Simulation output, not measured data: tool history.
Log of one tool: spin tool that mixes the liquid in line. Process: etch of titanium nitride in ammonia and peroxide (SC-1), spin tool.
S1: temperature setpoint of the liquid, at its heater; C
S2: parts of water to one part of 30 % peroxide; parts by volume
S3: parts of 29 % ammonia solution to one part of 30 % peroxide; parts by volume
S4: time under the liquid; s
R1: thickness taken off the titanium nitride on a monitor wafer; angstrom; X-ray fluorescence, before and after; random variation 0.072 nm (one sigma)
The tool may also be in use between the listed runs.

run	hour	S1	S2	S3	S4	R1
1	0	58	26	0.65	285	170.11
2	4.1	58	26	0.75	285	174.42
3	11.1	64	26	0.75	285	256.76
4	16.9	61.5	26	0.75	285	216.43
5	19.7	61.5	33.5	0.75	285	189.19
6	22.4	60	33.5	0.75	285	170.46

The next listed run, before its measurement:
7	26.6	59	33.5	0.75	285	?

R1: 159.26 angstrom

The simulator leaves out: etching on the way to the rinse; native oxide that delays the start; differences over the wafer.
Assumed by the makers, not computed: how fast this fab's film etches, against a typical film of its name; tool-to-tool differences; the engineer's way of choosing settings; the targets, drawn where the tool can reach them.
